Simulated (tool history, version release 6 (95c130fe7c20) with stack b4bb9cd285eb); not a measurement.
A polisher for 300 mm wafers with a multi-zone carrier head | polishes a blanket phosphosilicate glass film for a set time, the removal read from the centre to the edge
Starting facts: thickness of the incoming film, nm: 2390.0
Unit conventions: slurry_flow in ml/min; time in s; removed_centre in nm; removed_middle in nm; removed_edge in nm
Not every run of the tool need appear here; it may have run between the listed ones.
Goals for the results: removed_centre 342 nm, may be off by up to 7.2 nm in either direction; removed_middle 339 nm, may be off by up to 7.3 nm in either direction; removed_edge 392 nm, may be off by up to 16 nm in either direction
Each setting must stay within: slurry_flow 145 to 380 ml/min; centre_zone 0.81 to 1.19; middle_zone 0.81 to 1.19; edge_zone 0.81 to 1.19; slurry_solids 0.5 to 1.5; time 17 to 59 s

{"run": 1, "hour": 0.0, "slurry_flow": 245, "centre_zone": 1, "middle_zone": 1, "edge_zone": 1, "slurry_solids": 1, "time": 38, "removed_centre": 300.86, "removed_middle": 293.92, "removed_edge": 287.62}
{"run": 2, "hour": 6.7, "slurry_flow": 245, "centre_zone": 0.99, "middle_zone": 0.99, "edge_zone": 1.04, "slurry_solids": 1.1, "time": 38, "removed_centre": 305.18, "removed_middle": 305.89, "removed_edge": 315.48}
{"run": 3, "hour": 13.4, "slurry_flow": 245, "centre_zone": 0.99, "middle_zone": 1.05, "edge_zone": 1.04, "slurry_solids": 1.1, "time": 38, "removed_centre": 309.5, "removed_middle": 318.82, "removed_edge": 303.97}
{"run": 4, "hour": 18.2, "slurry_flow": 245, "centre_zone": 0.99, "middle_zone": 1.05, "edge_zone": 1.04, "slurry_solids": 1.1, "time": 30, "removed_centre": 240.46, "removed_middle": 248.23, "removed_edge": 241.29}
{"run": 5, "hour": 24.7, "slurry_flow": 245, "centre_zone": 0.99, "middle_zone": 1.05, "edge_zone": 1.04, "slurry_solids": 1.1, "time": 24, "removed_centre": 193.19, "removed_middle": 201.63, "removed_edge": 198.31}
{"run": 6, "hour": 26.3, "slurry_flow": 250, "centre_zone": 0.99, "middle_zone": 1.04, "edge_zone": 1.07, "slurry_solids": 1.2, "time": 26, "removed_centre": 217.38, "removed_middle": 223.08, "removed_edge": 220.51}
{"run": 7, "hour": 34.9, "slurry_flow": 235, "centre_zone": 0.98, "middle_zone": 1.02, "edge_zone": 1.09, "slurry_solids": 1.25, "time": 29, "removed_centre": 239.26, "removed_middle": 244.09, "removed_edge": 253.38}
{"run": 8, "hour": 38.7, "slurry_flow": 220, "centre_zone": 0.98, "middle_zone": 1.01, "edge_zone": 1.11, "slurry_solids": 1.3, "time": 31, "removed_centre": 257.12, "removed_middle": 262.23, "removed_edge": 274.13}
{"run": 9, "hour": 44.1, "slurry_flow": 225, "centre_zone": 0.98, "middle_zone": 1, "edge_zone": 1.13, "slurry_solids": 1.35, "time": 32, "removed_centre": 270, "removed_middle": 274.53, "removed_edge": 286.61}
{"run": 10, "hour": 49.8, "slurry_flow": 210, "centre_zone": 0.97, "middle_zone": 0.98, "edge_zone": 1.14, "slurry_solids": 1.4, "time": 34, "removed_centre": 288.3, "removed_middle": 286.42, "removed_edge": 303.08}
{"run": 11, "hour": 56.7, "slurry_flow": 240, "centre_zone": 0.96, "middle_zone": 0.96, "edge_zone": 1.15, "slurry_solids": 1.4, "time": 35, "removed_centre": 296.49, "removed_middle": 293.73, "removed_edge": 322.95}
{"run": 12, "hour": 64.4, "slurry_flow": 310, "centre_zone": 0.97, "middle_zone": 0.96, "edge_zone": 1.19, "slurry_solids": 1.5, "time": 37, "removed_centre": 331.46, "removed_middle": 331.16, "removed_edge": 364.07}

Next run, 4 choices. One meets every target within its allowed miss, the rest don't. Which?
{"run": "A", "hour": 72.1, "slurry_flow": 300, "centre_zone": 0.94, "middle_zone": 0.92, "edge_zone": 1.19, "slurry_solids": 1.45, "time": 40, "removed_centre": "?", "removed_middle": "?", "removed_edge": "?"}
{"run": "B", "hour": 72.1, "slurry_flow": 310, "centre_zone": 1.05, "middle_zone": 1.07, "edge_zone": 1.1, "slurry_solids": 1.4, "time": 34, "removed_centre": "?", "removed_middle": "?", "removed_edge": "?"}
{"run": "C", "hour": 72.1, "slurry_flow": 380, "centre_zone": 0.98, "middle_zone": 0.91, "edge_zone": 1.19, "slurry_solids": 1.5, "time": 39, "removed_centre": "?", "removed_middle": "?", "removed_edge": "?"}
{"run": "D", "hour": 72.1, "slurry_flow": 340, "centre_zone": 0.93, "middle_zone": 0.84, "edge_zone": 1.19, "slurry_solids": 1.25, "time": 42, "removed_centre": "?", "removed_middle": "?", "removed_edge": "?"}

move=A removed_centre=341.59 removed_middle=339.92 removed_edge=389.3
move=B removed_centre=322.49 removed_middle=317.74 removed_edge=314.57
move=C removed_centre=359.14 removed_middle=339.45 removed_edge=389.85
move=D removed_centre=342.78 removed_middle=324.6 removed_edge=393.89
A: every result within its allowed miss
B: the biggest miss grows against the last run
C: corrects the largest miss of the last run, while another result sits out of spec
D: corrects the largest miss of the last run, while another result sits out of spec
The move that meets every target is A.
